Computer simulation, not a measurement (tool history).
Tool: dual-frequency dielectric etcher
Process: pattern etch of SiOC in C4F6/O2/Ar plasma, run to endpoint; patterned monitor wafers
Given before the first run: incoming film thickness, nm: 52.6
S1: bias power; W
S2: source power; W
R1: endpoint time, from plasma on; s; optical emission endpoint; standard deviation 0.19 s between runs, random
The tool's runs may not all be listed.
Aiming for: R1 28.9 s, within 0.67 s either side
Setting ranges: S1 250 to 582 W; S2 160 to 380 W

run	hour	S1	S2	R1
1	0	416	270	22.368
2	7.4	416	300	21.362
3	13.8	445	300	21.068
4	14.7	416	300	21.324
# hour 20.1: bias power generator calibrated
5	20.1	416	330	20.814
6	21.6	416	360	20.215
7	22.8	395	330	21.394
8	29.6	376	310	22.103
9	37.1	360	290	23.071
10	43.2	346	280	23.795
11	44.1	334	270	24.098
12	46.6	323	260	24.618
13	52.4	250	200	29.619
14	53.4	253	200	29.857
15	55.6	288	210	28.105
16	60.9	285	210	27.685
17	63.4	281	210	27.876

Which single option among these 5 for the next run brings every result within its allowed miss of target? Just one does.
A	65.9	300	220	?
B	65.9	250	220	?
C	65.9	348	200	?
D	65.9	347	210	?
E	65.9	339	200	?

move	R1
A	27.228
B	28.793
C	26.93
D	26.456
E	27.161
A: further off than the last run
B: every result within its allowed miss
C: further off than the last run
D: further off than the last run
E: further off than the last run
Answer: B
